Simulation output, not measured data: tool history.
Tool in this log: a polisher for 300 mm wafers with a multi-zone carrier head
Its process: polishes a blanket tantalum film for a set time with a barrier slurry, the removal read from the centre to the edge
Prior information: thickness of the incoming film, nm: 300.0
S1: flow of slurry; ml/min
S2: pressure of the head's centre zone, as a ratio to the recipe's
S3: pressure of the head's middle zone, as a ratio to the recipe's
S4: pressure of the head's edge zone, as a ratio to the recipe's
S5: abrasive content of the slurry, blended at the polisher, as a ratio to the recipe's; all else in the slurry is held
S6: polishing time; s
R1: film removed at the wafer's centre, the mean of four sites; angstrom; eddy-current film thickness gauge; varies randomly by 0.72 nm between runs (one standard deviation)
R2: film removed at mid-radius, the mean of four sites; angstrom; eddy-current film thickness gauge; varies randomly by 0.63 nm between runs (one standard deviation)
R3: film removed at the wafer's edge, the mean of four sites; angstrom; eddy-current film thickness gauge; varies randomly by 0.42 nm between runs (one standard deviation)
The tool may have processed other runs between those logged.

run	hour	S1	S2	S3	S4	S5	S6	R1	R2	R3
1	0	130	1	1	1	1	58	867.25	892.99	889.83
2	6	125	0.98	1	0.99	0.95	58	841.99	894.27	866.53
3	14.5	125	0.98	1	0.91	0.95	58	823.67	863.99	821.94
4	15.2	120	0.96	0.99	0.92	0.9	58	791.79	859.32	809.42
5	23.2	95	0.96	0.99	0.92	0.9	58	754.46	803.22	784.86
6	26.7	95	0.94	0.98	0.93	0.85	58	729.62	786.05	776.72
7	27.8	95	0.93	0.98	0.93	0.8	58	707.58	768.53	760.06
8	29.7	95	0.92	0.98	0.93	0.8	58	683.08	771.53	767.92
9	35.7	95	0.91	0.98	0.92	0.8	58	704.27	781.22	757.28
10	41.6	95	0.9	0.98	0.93	0.75	58	665.13	761.87	738.96

Estimate the outcome of run 11 from the log above:
11	49.4	95	0.89	0.98	0.93	0.75	58	?	?	?

Run 11 gave R1 655.53 angstrom, R2 759.86 angstrom, R3 753.24 angstrom.

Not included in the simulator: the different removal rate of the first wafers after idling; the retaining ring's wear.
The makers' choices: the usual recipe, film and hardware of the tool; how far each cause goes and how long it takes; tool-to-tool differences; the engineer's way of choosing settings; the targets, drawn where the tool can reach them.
